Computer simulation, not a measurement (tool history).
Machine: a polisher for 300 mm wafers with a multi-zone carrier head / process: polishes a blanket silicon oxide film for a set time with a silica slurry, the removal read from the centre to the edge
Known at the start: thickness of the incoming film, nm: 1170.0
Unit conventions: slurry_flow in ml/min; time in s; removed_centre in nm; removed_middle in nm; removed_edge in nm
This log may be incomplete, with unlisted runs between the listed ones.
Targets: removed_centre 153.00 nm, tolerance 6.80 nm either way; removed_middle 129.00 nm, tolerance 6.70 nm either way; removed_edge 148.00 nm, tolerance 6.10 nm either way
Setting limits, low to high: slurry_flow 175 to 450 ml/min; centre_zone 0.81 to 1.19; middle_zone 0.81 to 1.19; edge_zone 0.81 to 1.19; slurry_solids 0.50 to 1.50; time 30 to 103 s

run,hour,slurry_flow,centre_zone,middle_zone,edge_zone,slurry_solids,time,removed_centre,removed_middle,removed_edge
1,0.0,290,1.00,1.00,1.00,1.00,66,223.78,211.08,231.76
2,2.8,290,1.00,0.99,0.99,0.95,64,212.15,205.06,213.36
3,11.8,290,1.04,0.99,0.99,0.95,64,215.44,201.23,220.83
4,18.9,290,1.05,0.97,0.98,0.90,63,208.44,188.14,203.74
5,25.8,285,1.04,0.95,0.99,0.85,62,192.22,172.00,199.73
6,30.6,290,1.04,0.94,0.97,0.80,62,187.70,168.47,185.62
7,31.7,285,1.04,0.92,0.96,0.75,62,179.69,158.66,182.71
8,36.2,310,1.10,0.94,0.91,0.50,55,120.46,101.39,108.74
9,44.4,310,1.10,0.94,0.93,0.50,55,117.64,102.11,109.16
# hour 46.5: edge zone pressure recalibrated
10,46.5,310,1.10,0.94,0.93,0.50,55,119.46,100.75,106.71
11,52.8,305,1.10,0.93,0.93,0.55,55,128.95,108.59,115.77
12,58.1,305,1.10,0.93,0.94,0.55,55,131.49,111.69,115.37
13,58.9,290,1.02,0.83,1.04,0.80,57,172.76,141.14,166.77

Of the 4 settings listed for the next run, only one would bring every result within its allowed miss of target. Which one?
A,59.7,175,0.84,0.81,1.03,0.50,87,?,?,?
B,59.7,175,1.00,0.81,1.07,0.60,64,?,?,?
C,59.7,355,1.06,0.81,1.07,0.85,46,?,?,?
D,59.7,410,1.04,0.88,1.04,1.25,38,?,?,?

move,removed_centre,removed_middle,removed_edge
A,134.76,130.99,163.61
B,140.68,114.60,145.99
C,154.94,117.65,146.32
D,156.66,129.59,147.93
A: nearer the targets than the last run, but a result is still out of spec
B: the worst result of the last run now meets its target, but another is out of spec
C: the worst result of the last run now meets its target, but another is out of spec
D: hits every target within its allowed miss
D is the move that brings every result within its allowed miss.
